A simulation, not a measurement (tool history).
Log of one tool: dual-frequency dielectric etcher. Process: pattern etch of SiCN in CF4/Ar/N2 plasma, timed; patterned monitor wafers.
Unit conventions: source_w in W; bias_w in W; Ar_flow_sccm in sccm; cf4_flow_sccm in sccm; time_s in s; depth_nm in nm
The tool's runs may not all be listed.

| run | hour | source_w | bias_w | Ar_flow_sccm | cf4_flow_sccm | time_s | depth_nm |
|---|---|---|---|---|---|---|---|
| 1 | 0 | 440 | 72 | 78 | 43 | 109.5 | 84.119 |
| 2 | 4.9 | 400 | 71 | 78 | 43 | 109.5 | 77.407 |
| 3 | 13 | 400 | 81 | 78 | 43 | 109.5 | 82.672 |
| 4 | 16 | 400 | 72 | 78 | 43 | 109.5 | 78.051 |
| 5 | 23.2 | 370 | 71 | 78 | 43 | 109.5 | 73.312 |
| 6 | 29.5 | 350 | 71 | 78 | 43 | 109.5 | 70.937 |
| 7 | 35.8 | 330 | 71 | 78 | 43 | 109.5 | 67.469 |
| 8 | 39.6 | 320 | 71 | 78 | 43 | 109.5 | 65.755 |

Predict the results of run 9:
| 9 | 42.8 | 310 | 71 | 78 | 43 | 109.5 | ? |

{"run 9": {"depth_nm": 64.75}}
